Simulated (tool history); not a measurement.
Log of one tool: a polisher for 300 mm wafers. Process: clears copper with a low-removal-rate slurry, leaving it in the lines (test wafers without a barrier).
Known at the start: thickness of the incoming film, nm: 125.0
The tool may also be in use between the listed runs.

run,hour,flow of slurry (ml/min),pressure of the wafer on the pad (kPa),speed of the pad under the wafer (m/s),abrasive content of the slurry,overpolish time after the end point (s),time until the end point was called (s),dishing of a wide line in a test structure (nm)
1,0.0,300,14.5,0.86,1.0,21,58.229,28.294
2,6.3,300,14.5,0.70,1.0,21,73.909,23.742
3,10.5,300,13.8,0.70,1.0,22,75.593,24.477
4,13.6,300,13.8,0.70,1.1,22,74.003,24.317
5,14.4,300,13.8,0.70,1.1,26,74.111,27.799
6,19.8,300,13.1,0.70,1.1,26,77.217,27.208
7,24.1,300,12.4,0.70,1.1,26,81.138,26.520

Forecast run 8:
8,32.5,305,12.4,0.70,1.1,26,?,?

time until the end point was called (s): 80.974
dishing of a wide line in a test structure (nm): 25.923

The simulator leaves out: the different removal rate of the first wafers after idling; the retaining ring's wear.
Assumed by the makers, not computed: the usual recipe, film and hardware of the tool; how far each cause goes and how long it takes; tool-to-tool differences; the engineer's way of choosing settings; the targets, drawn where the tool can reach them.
